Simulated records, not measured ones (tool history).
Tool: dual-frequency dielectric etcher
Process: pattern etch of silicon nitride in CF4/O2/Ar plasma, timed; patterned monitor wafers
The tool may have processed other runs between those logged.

| run | hour | source power (W) | bias power (W) | Ar flow (sccm) | CF4 flow (sccm) | etch time (s) | mean etch depth across the wafer (Å) |
|---|---|---|---|---|---|---|---|
| 1 | 0.0 | 630 | 41 | 128 | 94 | 15 | 320.99 |
| 2 | 4.9 | 630 | 41 | 110 | 94 | 15 | 331.98 |
| 3 | 12.4 | 630 | 41 | 119 | 94 | 15 | 322.68 |
| 4 | 18.1 | 670 | 41 | 119 | 94 | 15 | 340.02 |
| 5 | 22.6 | 590 | 41 | 119 | 94 | 15 | 313.25 |
| 6 | 28.0 | 590 | 41 | 119 | 94 | 15 | 311.62 |

Forecast run 7:
| 7 | 35.7 | 650 | 42 | 118 | 94 | 15 | ? |

mean etch depth across the wafer (Å): 336.53
